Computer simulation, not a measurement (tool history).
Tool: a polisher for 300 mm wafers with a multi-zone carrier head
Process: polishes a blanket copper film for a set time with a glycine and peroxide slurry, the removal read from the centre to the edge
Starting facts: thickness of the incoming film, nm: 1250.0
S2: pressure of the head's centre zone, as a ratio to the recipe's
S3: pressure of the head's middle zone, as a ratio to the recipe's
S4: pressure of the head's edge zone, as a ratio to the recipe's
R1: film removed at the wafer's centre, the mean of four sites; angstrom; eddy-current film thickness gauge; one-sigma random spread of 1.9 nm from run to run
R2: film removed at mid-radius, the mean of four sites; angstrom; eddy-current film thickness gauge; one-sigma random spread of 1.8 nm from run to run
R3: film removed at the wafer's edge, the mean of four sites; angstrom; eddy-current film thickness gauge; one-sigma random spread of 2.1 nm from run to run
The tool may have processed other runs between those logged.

Run 1, hour 0.0: flow of slurry (ml/min) 240, S2 1.00, S3 1.00, S4 1.00, polishing time (s) 35. Result: R1 1643.3 angstrom, R2 1628.6 angstrom, R3 1658.1 angstrom.
Run 2, hour 1.2: flow of slurry (ml/min) 240, S2 1.00, S3 1.00, S4 1.05, polishing time (s) 35. Result: R1 1665.9 angstrom, R2 1613.3 angstrom, R3 1621.4 angstrom.
Run 3, hour 5.4: flow of slurry (ml/min) 240, S2 1.00, S3 0.91, S4 1.05, polishing time (s) 35. Result: R1 1683.7 angstrom, R2 1572.3 angstrom, R3 1633.6 angstrom.
Run 4, hour 10.9: flow of slurry (ml/min) 240, S2 0.98, S3 0.92, S4 1.04, polishing time (s) 34. Result: R1 1560.6 angstrom, R2 1503.9 angstrom, R3 1594.8 angstrom.
Run 5, hour 13.3: flow of slurry (ml/min) 240, S2 0.98, S3 0.92, S4 0.98, polishing time (s) 34. Result: R1 1564.4 angstrom, R2 1515.6 angstrom, R3 1577.4 angstrom.
Run 6, hour 17.2: flow of slurry (ml/min) 240, S2 0.98, S3 0.85, S4 0.98, polishing time (s) 34. Result: R1 1568.6 angstrom, R2 1441.7 angstrom, R3 1602.4 angstrom.
Run 7, hour 22.6: flow of slurry (ml/min) 240, S2 0.97, S3 0.89, S4 0.98, polishing time (s) 33. Result: R1 1505.9 angstrom, R2 1466.3 angstrom, R3 1547.5 angstrom.
Run 8, hour 26.3: flow of slurry (ml/min) 240, S2 0.96, S3 0.90, S4 0.98, polishing time (s) 32. Result: R1 1457.7 angstrom, R2 1443.0 angstrom, R3 1510.6 angstrom.
At hour 30.3: worn pad replaced by a new one.
Run 9, hour 30.3: flow of slurry (ml/min) 240, S2 0.95, S3 0.91, S4 0.98, polishing time (s) 32. Result: R1 1608.8 angstrom, R2 1555.0 angstrom, R3 1631.1 angstrom.

Run 10 is up next; what results do you expect?
Run 10, hour 39.2: flow of slurry (ml/min) 210, S2 0.95, S3 0.92, S4 0.93, polishing time (s) 31. Result: R1 ?, R2 ?, R3 ?.

R1: 1572.0 angstrom
R2: 1531.2 angstrom
R3: 1546.0 angstrom
